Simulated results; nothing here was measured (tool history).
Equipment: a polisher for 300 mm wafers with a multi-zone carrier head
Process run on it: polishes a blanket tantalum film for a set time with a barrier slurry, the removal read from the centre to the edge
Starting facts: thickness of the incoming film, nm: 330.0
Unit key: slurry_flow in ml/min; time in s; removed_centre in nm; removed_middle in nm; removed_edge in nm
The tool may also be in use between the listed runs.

run	hour	slurry_flow	centre_zone	middle_zone	edge_zone	slurry_solids	time	removed_centre	removed_middle	removed_edge
1	0.0	240	1.00	1.00	1.00	1.00	75	104.740	102.120	102.250
2	8.7	235	0.99	0.97	0.98	0.90	75	98.437	95.963	97.911
3	14.4	195	0.99	0.97	0.98	0.90	75	95.840	93.927	95.298
4	21.1	190	0.99	0.95	0.96	0.85	75	94.510	90.799	93.179
5	23.6	185	0.99	0.93	0.94	0.80	75	91.915	86.907	87.494
6	32.0	180	0.98	0.91	0.94	0.80	75	89.500	84.497	88.557
7	38.7	175	0.98	0.90	0.93	0.80	75	88.850	83.877	87.188
# hour 39.2: worn pad replaced by a new one
8	39.2	175	0.98	0.89	0.92	0.80	75	98.525	91.105	95.502

What will run 9 give?
9	47.4	175	0.98	0.89	0.92	0.80	75	?	?	?

{"run 9": {"removed_centre": 99.121, "removed_middle": 92.25, "removed_edge": 94.895}}
